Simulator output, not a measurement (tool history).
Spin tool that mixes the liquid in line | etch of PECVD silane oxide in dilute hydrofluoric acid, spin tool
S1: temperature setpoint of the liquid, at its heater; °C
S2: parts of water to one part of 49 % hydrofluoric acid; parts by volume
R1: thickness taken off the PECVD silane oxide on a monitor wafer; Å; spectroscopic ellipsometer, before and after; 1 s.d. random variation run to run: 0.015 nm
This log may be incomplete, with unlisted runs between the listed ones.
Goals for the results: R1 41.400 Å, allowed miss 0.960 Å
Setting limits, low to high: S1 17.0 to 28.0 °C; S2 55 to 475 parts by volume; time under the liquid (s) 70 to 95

{"run": 1, "hour": 0.0, "S1": 20.0, "S2": 265, "time under the liquid (s)": 95, "R1": 81.282}
{"run": 2, "hour": 6.8, "S1": 19.5, "S2": 275, "time under the liquid (s)": 95, "R1": 76.36}
{"run": 3, "hour": 11.7, "S1": 19.5, "S2": 285, "time under the liquid (s)": 95, "R1": 72.936}
{"run": 4, "hour": 15.6, "S1": 19.5, "S2": 295, "time under the liquid (s)": 95, "R1": 69.652}
{"run": 5, "hour": 19.0, "S1": 19.5, "S2": 245, "time under the liquid (s)": 95, "R1": 87.47}
{"run": 6, "hour": 27.9, "S1": 19.5, "S2": 260, "time under the liquid (s)": 95, "R1": 82.188}
{"run": 7, "hour": 29.3, "S1": 17.0, "S2": 365, "time under the liquid (s)": 95, "R1": 48.359}
{"run": 8, "hour": 37.3, "S1": 17.0, "S2": 370, "time under the liquid (s)": 95, "R1": 48.02}
{"run": 9, "hour": 43.5, "S1": 17.0, "S2": 375, "time under the liquid (s)": 95, "R1": 46.771}
{"run": 10, "hour": 46.7, "S1": 17.0, "S2": 380, "time under the liquid (s)": 95, "R1": 45.872}
{"run": 11, "hour": 51.4, "S1": 17.0, "S2": 395, "time under the liquid (s)": 95, "R1": 43.844}

Pick the move, out of 4, that brings all results within their allowed miss; only one does.
{"run": "A", "hour": 56.1, "S1": 21.0, "S2": 385, "time under the liquid (s)": 80, "R1": "?"}
{"run": "B", "hour": 56.1, "S1": 18.0, "S2": 400, "time under the liquid (s)": 95, "R1": "?"}
{"run": "C", "hour": 56.1, "S1": 18.0, "S2": 390, "time under the liquid (s)": 85, "R1": "?"}
{"run": "D", "hour": 56.1, "S1": 17.0, "S2": 395, "time under the liquid (s)": 85, "R1": "?"}

move=A R1=44.060
move=B R1=44.777
move=C R1=41.419
move=D R1=39.293
A: further off than the last run
B: further off than the last run
C: every result lands within tolerance
D: the result that was furthest off in the last run now lies on the other side of its target
The move that meets every target is C.
